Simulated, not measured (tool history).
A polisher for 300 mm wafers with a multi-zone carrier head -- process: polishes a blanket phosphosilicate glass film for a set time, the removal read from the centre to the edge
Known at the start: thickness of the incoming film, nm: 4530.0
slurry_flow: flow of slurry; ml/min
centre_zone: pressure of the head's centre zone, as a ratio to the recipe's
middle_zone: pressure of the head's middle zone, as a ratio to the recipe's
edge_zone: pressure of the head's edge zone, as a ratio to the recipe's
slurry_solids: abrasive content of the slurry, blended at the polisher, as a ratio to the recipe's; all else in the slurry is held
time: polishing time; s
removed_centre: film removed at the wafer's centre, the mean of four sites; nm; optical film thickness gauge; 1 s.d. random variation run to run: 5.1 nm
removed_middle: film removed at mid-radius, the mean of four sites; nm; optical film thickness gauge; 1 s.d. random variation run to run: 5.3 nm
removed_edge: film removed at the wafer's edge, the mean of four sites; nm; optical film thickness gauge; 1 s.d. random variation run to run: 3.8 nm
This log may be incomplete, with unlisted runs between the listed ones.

run 1 hour=0 | slurry_flow=235 centre_zone=1 middle_zone=1 edge_zone=1 slurry_solids=1 time=64 | removed_centre=652.72 removed_middle=639.3 removed_edge=644.69
run 2 hour=1.9 | slurry_flow=230 centre_zone=0.98 middle_zone=0.99 edge_zone=0.99 slurry_solids=0.95 time=63 | removed_centre=605.5 removed_middle=612.41 removed_edge=616.37
run 3 hour=4.1 | slurry_flow=225 centre_zone=0.97 middle_zone=0.97 edge_zone=0.98 slurry_solids=0.9 time=62 | removed_centre=563.19 removed_middle=577.18 removed_edge=581.45
run 4 hour=10.5 | slurry_flow=220 centre_zone=0.96 middle_zone=0.95 edge_zone=0.97 slurry_solids=0.85 time=62 | removed_centre=556.37 removed_middle=565.68 removed_edge=553.5
run 5 hour=16.2 | slurry_flow=220 centre_zone=0.94 middle_zone=0.93 edge_zone=0.99 slurry_solids=0.8 time=61 | removed_centre=510.21 removed_middle=520.77 removed_edge=533.23
run 6 hour=23.6 | slurry_flow=220 centre_zone=0.99 middle_zone=0.93 edge_zone=0.99 slurry_solids=0.8 time=61 | removed_centre=547.04 removed_middle=535.02 removed_edge=543.99
run 7 hour=27.6 | slurry_flow=220 centre_zone=0.99 middle_zone=0.93 edge_zone=0.99 slurry_solids=0.8 time=61 | removed_centre=541.21 removed_middle=520.18 removed_edge=535.37
run 8 hour=31 | slurry_flow=215 centre_zone=0.97 middle_zone=0.92 edge_zone=0.99 slurry_solids=0.75 time=61 | removed_centre=520.13 removed_middle=500.57 removed_edge=509.28
run 9 hour=32.8 | slurry_flow=215 centre_zone=0.95 middle_zone=0.92 edge_zone=1 slurry_solids=0.7 time=61 | removed_centre=489.35 removed_middle=476.19 removed_edge=492.44
run 10 hour=41.6 | slurry_flow=210 centre_zone=0.93 middle_zone=0.92 edge_zone=1 slurry_solids=0.7 time=61 | removed_centre=463.59 removed_middle=470.79 removed_edge=498.3
run 11 hour=45.6 | slurry_flow=205 centre_zone=0.92 middle_zone=0.91 edge_zone=0.99 slurry_solids=0.7 time=61 | removed_centre=448.22 removed_middle=466.43 removed_edge=490.68
run 12 hour=50.2 | slurry_flow=200 centre_zone=0.91 middle_zone=0.9 edge_zone=0.98 slurry_solids=0.7 time=61 | removed_centre=447.94 removed_middle=475.46 removed_edge=499.25

Estimate the outcome of run 13 from the log above:
run 13 hour=57.5 | slurry_flow=200 centre_zone=0.9 middle_zone=0.9 edge_zone=0.98 slurry_solids=0.65 time=61 | removed_centre=? removed_middle=? removed_edge=?

{"run 13": {"removed_centre": 429.75, "removed_middle": 448.19, "removed_edge": 466.06}}
